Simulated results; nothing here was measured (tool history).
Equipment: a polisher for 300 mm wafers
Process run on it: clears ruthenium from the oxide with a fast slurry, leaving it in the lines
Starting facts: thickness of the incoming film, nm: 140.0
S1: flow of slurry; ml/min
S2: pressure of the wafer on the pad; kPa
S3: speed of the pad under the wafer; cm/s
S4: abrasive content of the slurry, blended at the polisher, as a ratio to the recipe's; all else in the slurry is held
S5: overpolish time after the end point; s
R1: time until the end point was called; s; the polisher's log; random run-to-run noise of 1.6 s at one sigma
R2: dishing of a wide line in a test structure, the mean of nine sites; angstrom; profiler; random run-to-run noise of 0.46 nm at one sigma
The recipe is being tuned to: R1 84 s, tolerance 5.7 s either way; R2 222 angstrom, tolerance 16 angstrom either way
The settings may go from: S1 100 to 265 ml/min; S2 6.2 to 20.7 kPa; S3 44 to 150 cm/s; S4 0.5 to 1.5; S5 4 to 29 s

Run 1, hour 0: S1 170 ml/min, S2 13.1 kPa, S3 96 cm/s, S4 1, S5 15 s. Result: R1 49.255 s, R2 298.22 angstrom.
Run 2, hour 7.6: S1 170 ml/min, S2 13.1 kPa, S3 96 cm/s, S4 1.1, S5 15 s. Result: R1 47.795 s, R2 306.57 angstrom.
Run 3, hour 10.7: S1 170 ml/min, S2 13.1 kPa, S3 96 cm/s, S4 0.95, S5 15 s. Result: R1 49.688 s, R2 293.35 angstrom.
Run 4, hour 13.2: S1 170 ml/min, S2 11 kPa, S3 96 cm/s, S4 0.95, S5 15 s. Result: R1 56.412 s, R2 262.73 angstrom.
Run 5, hour 14.5: S1 170 ml/min, S2 11 kPa, S3 96 cm/s, S4 0.95, S5 21 s. Result: R1 61.113 s, R2 322.04 angstrom.
Run 6, hour 19.3: S1 170 ml/min, S2 11 kPa, S3 96 cm/s, S4 0.95, S5 16 s. Result: R1 59.672 s, R2 283.53 angstrom.
Run 7, hour 24.4: S1 170 ml/min, S2 10.3 kPa, S3 96 cm/s, S4 0.95, S5 15 s. Result: R1 64.079 s, R2 241.76 angstrom.
Run 8, hour 26.1: S1 170 ml/min, S2 9.7 kPa, S3 96 cm/s, S4 0.95, S5 16 s. Result: R1 66.198 s, R2 251.51 angstrom.
Run 9, hour 28.6: S1 170 ml/min, S2 9.7 kPa, S3 96 cm/s, S4 0.95, S5 16 s. Result: R1 69.072 s, R2 247.63 angstrom.
Run 10, hour 29.2: S1 170 ml/min, S2 6.9 kPa, S3 94 cm/s, S4 0.95, S5 17 s. Result: R1 94.917 s, R2 201.38 angstrom.
Run 11, hour 30.5: S1 170 ml/min, S2 6.9 kPa, S3 94 cm/s, S4 0.95, S5 17 s. Result: R1 97.085 s, R2 196.54 angstrom.
Run 12, hour 34.3: S1 170 ml/min, S2 9 kPa, S3 96 cm/s, S4 0.95, S5 18 s. Result: R1 71.178 s, R2 256.28 angstrom.
Run 13, hour 35.7: S1 170 ml/min, S2 8.3 kPa, S3 96 cm/s, S4 0.95, S5 18 s. Result: R1 77.641 s, R2 241.12 angstrom.

Below are 4 possible settings for the next run. Only one of them brings all results inside the allowed miss of their targets. Which is it?
Run A, hour 37.1: S1 180 ml/min, S2 7.6 kPa, S3 90 cm/s, S4 1.15, S5 17 s. Result: R1 ?, R2 ?.
Run B, hour 37.1: S1 165 ml/min, S2 9.7 kPa, S3 104 cm/s, S4 0.75, S5 14 s. Result: R1 ?, R2 ?.
Run C, hour 37.1: S1 155 ml/min, S2 10.3 kPa, S3 92 cm/s, S4 1, S5 15 s. Result: R1 ?, R2 ?.
Run D, hour 37.1: S1 205 ml/min, S2 11.7 kPa, S3 74 cm/s, S4 0.6, S5 24 s. Result: R1 ?, R2 ?.

move      R1      R2
   A  81.526   219.5
   B  67.887  217.65
   C  63.992   239.6
   D  84.077  275.62
A: every result within its allowed miss
B: corrects the largest miss of the last run, while another result sits out of spec
C: further off than the last run
D: further off than the last run
Go with A: it meets all targets.
